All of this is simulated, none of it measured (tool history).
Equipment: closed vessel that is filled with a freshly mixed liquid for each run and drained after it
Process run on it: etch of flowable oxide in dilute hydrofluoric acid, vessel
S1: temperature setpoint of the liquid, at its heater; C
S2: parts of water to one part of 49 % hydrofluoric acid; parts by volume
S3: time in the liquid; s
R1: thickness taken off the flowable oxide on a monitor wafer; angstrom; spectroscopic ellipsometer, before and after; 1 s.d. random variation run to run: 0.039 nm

run,hour,S1,S2,S3,R1
1,0,24,90,30,90.407
2,8.6,24,110,30,71.878
3,17.5,24,110,30,72.003
4,25.3,25,105,30,78.992
5,33.7,23.5,105,30,74.332
6,39.6,27,105,30,85.065
7,47.2,27.5,105,30,87.262

Run 8 comes next. What will it give?
8,55.1,28,105,30,?

R1: 88.4 angstrom
